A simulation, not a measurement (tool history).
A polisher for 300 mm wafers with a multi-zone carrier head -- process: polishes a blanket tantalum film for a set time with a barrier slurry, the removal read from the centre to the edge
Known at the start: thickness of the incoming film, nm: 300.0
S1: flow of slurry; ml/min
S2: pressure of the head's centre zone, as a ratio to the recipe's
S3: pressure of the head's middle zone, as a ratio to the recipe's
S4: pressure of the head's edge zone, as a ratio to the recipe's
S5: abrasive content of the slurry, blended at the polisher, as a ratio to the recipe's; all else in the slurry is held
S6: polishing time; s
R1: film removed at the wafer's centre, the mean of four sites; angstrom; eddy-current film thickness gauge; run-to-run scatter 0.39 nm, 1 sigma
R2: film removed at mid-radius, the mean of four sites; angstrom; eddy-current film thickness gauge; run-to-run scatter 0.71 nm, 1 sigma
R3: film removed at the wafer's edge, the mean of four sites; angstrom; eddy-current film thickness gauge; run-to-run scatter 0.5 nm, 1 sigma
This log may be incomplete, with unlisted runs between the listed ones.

{"run": 1, "hour": 0.0, "S1": 220, "S2": 1.0, "S3": 1.0, "S4": 1.0, "S5": 1.0, "S6": 77, "R1": 973.95, "R2": 953.48, "R3": 973.17}
{"run": 2, "hour": 3.9, "S1": 220, "S2": 0.94, "S3": 1.0, "S4": 1.0, "S5": 1.0, "S6": 77, "R1": 918.81, "R2": 954.29, "R3": 972.37}
{"run": 3, "hour": 8.2, "S1": 220, "S2": 0.94, "S3": 1.0, "S4": 0.96, "S5": 1.0, "S6": 77, "R1": 915.15, "R2": 962.12, "R3": 941.2}
{"run": 4, "hour": 11.7, "S1": 220, "S2": 0.94, "S3": 1.0, "S4": 0.92, "S5": 1.0, "S6": 77, "R1": 910.27, "R2": 949.15, "R3": 925.53}
{"run": 5, "hour": 13.7, "S1": 215, "S2": 0.93, "S3": 0.98, "S4": 0.91, "S5": 0.9, "S6": 74, "R1": 849.49, "R2": 905.51, "R3": 854.21}
{"run": 6, "hour": 14.8, "S1": 215, "S2": 0.93, "S3": 0.98, "S4": 0.91, "S5": 0.9, "S6": 81, "R1": 932.58, "R2": 981.21, "R3": 939.1}
{"run": 7, "hour": 16.8, "S1": 210, "S2": 0.93, "S3": 0.95, "S4": 0.92, "S5": 0.85, "S6": 76, "R1": 867.54, "R2": 871.28, "R3": 858.44}
{"run": 8, "hour": 18.7, "S1": 205, "S2": 0.91, "S3": 0.93, "S4": 0.92, "S5": 0.8, "S6": 74, "R1": 800.72, "R2": 815.13, "R3": 835.73}
{"run": 9, "hour": 19.6, "S1": 220, "S2": 0.95, "S3": 0.87, "S4": 0.84, "S5": 0.55, "S6": 52, "R1": 527.74, "R2": 500.62, "R3": 494.96}
{"run": 10, "hour": 24.9, "S1": 225, "S2": 0.95, "S3": 0.88, "S4": 0.87, "S5": 0.55, "S6": 52, "R1": 522.87, "R2": 499.59, "R3": 505.91}
{"run": 11, "hour": 26.6, "S1": 225, "S2": 0.96, "S3": 0.89, "S4": 0.89, "S5": 0.6, "S6": 52, "R1": 550.86, "R2": 511.37, "R3": 527.98}
{"run": 12, "hour": 30.0, "S1": 225, "S2": 0.96, "S3": 0.9, "S4": 0.91, "S5": 0.6, "S6": 52, "R1": 539.82, "R2": 511.56, "R3": 541.92}
{"run": 13, "hour": 34.2, "S1": 225, "S2": 0.97, "S3": 0.91, "S4": 0.92, "S5": 0.6, "S6": 52, "R1": 550.67, "R2": 528.09, "R3": 537.18}
{"run": 14, "hour": 41.0, "S1": 225, "S2": 0.97, "S3": 0.92, "S4": 0.94, "S5": 0.6, "S6": 52, "R1": 555.86, "R2": 524.42, "R3": 547.53}
{"run": 15, "hour": 44.2, "S1": 225, "S2": 0.97, "S3": 0.93, "S4": 0.95, "S5": 0.6, "S6": 52, "R1": 559.18, "R2": 536.4, "R3": 545.25}

Estimate the outcome of run 16 from the log above:
{"run": 16, "hour": 45.5, "S1": 225, "S2": 0.97, "S3": 0.93, "S4": 0.97, "S5": 0.6, "S6": 52, "R1": "?", "R2": "?", "R3": "?"}

{"run 16": {"R1": 554.51, "R2": 517.82, "R3": 563.11}}

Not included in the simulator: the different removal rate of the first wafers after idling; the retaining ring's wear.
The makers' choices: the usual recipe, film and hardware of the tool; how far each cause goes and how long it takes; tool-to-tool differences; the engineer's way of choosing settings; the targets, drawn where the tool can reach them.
